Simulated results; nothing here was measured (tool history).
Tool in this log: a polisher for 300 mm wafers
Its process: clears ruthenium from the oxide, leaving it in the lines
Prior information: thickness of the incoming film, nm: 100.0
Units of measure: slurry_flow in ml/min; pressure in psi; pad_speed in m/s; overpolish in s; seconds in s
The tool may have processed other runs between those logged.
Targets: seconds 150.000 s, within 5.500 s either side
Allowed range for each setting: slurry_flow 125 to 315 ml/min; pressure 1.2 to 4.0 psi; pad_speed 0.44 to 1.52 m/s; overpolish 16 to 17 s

run 1 hour=0.0 | slurry_flow=205 pressure=2.6 pad_speed=0.98 overpolish=16 | seconds=70.871
run 2 hour=4.7 | slurry_flow=205 pressure=2.4 pad_speed=0.94 overpolish=16 | seconds=80.909
run 3 hour=7.3 | slurry_flow=180 pressure=2.4 pad_speed=0.94 overpolish=16 | seconds=81.654
run 4 hour=10.6 | slurry_flow=150 pressure=2.4 pad_speed=0.94 overpolish=16 | seconds=84.804
run 5 hour=11.3 | slurry_flow=150 pressure=2.4 pad_speed=1.14 overpolish=16 | seconds=71.121
run 6 hour=14.4 | slurry_flow=150 pressure=2.4 pad_speed=1.38 overpolish=16 | seconds=59.759
run 7 hour=19.2 | slurry_flow=145 pressure=2.2 pad_speed=1.30 overpolish=16 | seconds=67.712
run 8 hour=21.3 | slurry_flow=140 pressure=2.0 pad_speed=1.22 overpolish=16 | seconds=81.264
run 9 hour=26.0 | slurry_flow=140 pressure=1.9 pad_speed=1.18 overpolish=16 | seconds=86.241
run 10 hour=34.5 | slurry_flow=140 pressure=1.8 pad_speed=1.14 overpolish=16 | seconds=94.113
run 11 hour=35.8 | slurry_flow=140 pressure=1.7 pad_speed=1.10 overpolish=16 | seconds=102.810
run 12 hour=42.0 | slurry_flow=135 pressure=1.2 pad_speed=0.90 overpolish=16 | seconds=173.770

Exactly one of the 5 candidate moves below puts every result within its allowed miss. Which one?
run A hour=48.2 | slurry_flow=130 pressure=1.2 pad_speed=0.76 overpolish=16 | seconds=?
run B hour=48.2 | slurry_flow=130 pressure=1.4 pad_speed=1.00 overpolish=17 | seconds=?
run C hour=48.2 | slurry_flow=150 pressure=1.7 pad_speed=0.74 overpolish=17 | seconds=?
run D hour=48.2 | slurry_flow=135 pressure=1.2 pad_speed=0.84 overpolish=17 | seconds=?
run E hour=48.2 | slurry_flow=165 pressure=1.2 pad_speed=0.74 overpolish=16 | seconds=?

move=A seconds=208.780
move=B seconds=138.510
move=C seconds=149.200
move=D seconds=187.900
move=E seconds=203.660
A: misses by more than the last run did
B: takes the biggest miss from the last run beyond its target
C: each result inside its tolerance
D: misses by more than the last run did
E: misses by more than the last run did
Go with C: it meets all targets.
